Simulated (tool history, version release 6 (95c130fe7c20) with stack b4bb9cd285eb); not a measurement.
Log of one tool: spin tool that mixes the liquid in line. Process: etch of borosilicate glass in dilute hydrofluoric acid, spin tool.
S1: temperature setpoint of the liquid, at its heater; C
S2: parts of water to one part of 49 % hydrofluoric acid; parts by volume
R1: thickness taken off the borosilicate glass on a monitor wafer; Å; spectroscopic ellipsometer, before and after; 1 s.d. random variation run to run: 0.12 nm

run 1 hour=0 | S1=23 S2=75 time_under_the_liquid_(s)=15 | R1=38.01
run 2 hour=3.8 | S1=23 S2=75 time_under_the_liquid_(s)=15 | R1=37.673
run 3 hour=5.4 | S1=23 S2=75 time_under_the_liquid_(s)=15 | R1=37.288
run 4 hour=11.5 | S1=24 S2=70 time_under_the_liquid_(s)=15 | R1=41.783
run 5 hour=15 | S1=25 S2=65 time_under_the_liquid_(s)=15 | R1=47.823
run 6 hour=22.4 | S1=25.5 S2=60 time_under_the_liquid_(s)=15 | R1=53.147
run 7 hour=27.7 | S1=26 S2=55 time_under_the_liquid_(s)=15 | R1=59.611
run 8 hour=33.7 | S1=26.5 S2=50 time_under_the_liquid_(s)=15 | R1=66.456
run 9 hour=36.5 | S1=27 S2=45 time_under_the_liquid_(s)=15 | R1=76.322
run 10 hour=41.9 | S1=27.5 S2=40 time_under_the_liquid_(s)=15 | R1=89.373
run 11 hour=49 | S1=27.5 S2=40 time_under_the_liquid_(s)=15 | R1=90.232

What will run 12 give?
run 12 hour=56.5 | S1=28 S2=40 time_under_the_liquid_(s)=15 | R1=?

R1: 89.418 Å

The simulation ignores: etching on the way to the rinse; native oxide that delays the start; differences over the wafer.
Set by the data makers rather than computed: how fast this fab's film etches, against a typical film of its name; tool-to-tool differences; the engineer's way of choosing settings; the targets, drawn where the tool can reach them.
